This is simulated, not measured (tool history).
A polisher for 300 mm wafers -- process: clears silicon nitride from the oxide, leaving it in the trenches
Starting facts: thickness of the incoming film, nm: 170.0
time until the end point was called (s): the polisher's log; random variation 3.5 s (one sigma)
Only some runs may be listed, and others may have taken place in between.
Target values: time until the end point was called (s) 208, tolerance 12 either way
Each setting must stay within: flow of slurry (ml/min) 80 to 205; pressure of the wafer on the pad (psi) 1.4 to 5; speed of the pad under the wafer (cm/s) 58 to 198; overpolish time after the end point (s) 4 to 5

| run | hour | flow of slurry (ml/min) | pressure of the wafer on the pad (psi) | speed of the pad under the wafer (cm/s) | overpolish time after the end point (s) | time until the end point was called (s) |
|---|---|---|---|---|---|---|
| 1 | 0 | 135 | 3.2 | 128 | 5 | 115.91 |
| 2 | 4.7 | 135 | 2.7 | 126 | 5 | 139.78 |
| 3 | 9.9 | 135 | 2.4 | 124 | 5 | 160.39 |
| 4 | 11.3 | 135 | 2.9 | 124 | 5 | 132.64 |
| 5 | 19 | 135 | 2.6 | 122 | 5 | 151.89 |
| 6 | 21.8 | 135 | 2.4 | 122 | 5 | 155.29 |
| 7 | 28 | 135 | 2.2 | 120 | 5 | 173.14 |
| 8 | 29.5 | 135 | 2.1 | 120 | 5 | 184.39 |
| 9 | 37.8 | 135 | 2 | 120 | 5 | 186.8 |
| 10 | 43.1 | 135 | 1.6 | 118 | 5 | 234.8 |
| 11 | 47 | 135 | 1.7 | 118 | 5 | 223.78 |
| 12 | 49.5 | 135 | 1.7 | 118 | 5 | 228.89 |

Of the 4 settings listed for the next run, only one would bring every result within its allowed miss of target. Which one?
| A | 52 | 140 | 1.6 | 120 | 4 | ? |
| B | 52 | 160 | 1.5 | 96 | 4 | ? |
| C | 52 | 160 | 1.7 | 126 | 5 | ? |
| D | 52 | 150 | 1.9 | 86 | 5 | ? |

| move | time until the end point was called (s) |
|---|---|
| A | 239.54 |
| B | 283.88 |
| C | 213.88 |
| D | 244.38 |
A: misses by more than the last run did
B: misses by more than the last run did
C: hits every target within its allowed miss
D: misses by more than the last run did
Answer: C

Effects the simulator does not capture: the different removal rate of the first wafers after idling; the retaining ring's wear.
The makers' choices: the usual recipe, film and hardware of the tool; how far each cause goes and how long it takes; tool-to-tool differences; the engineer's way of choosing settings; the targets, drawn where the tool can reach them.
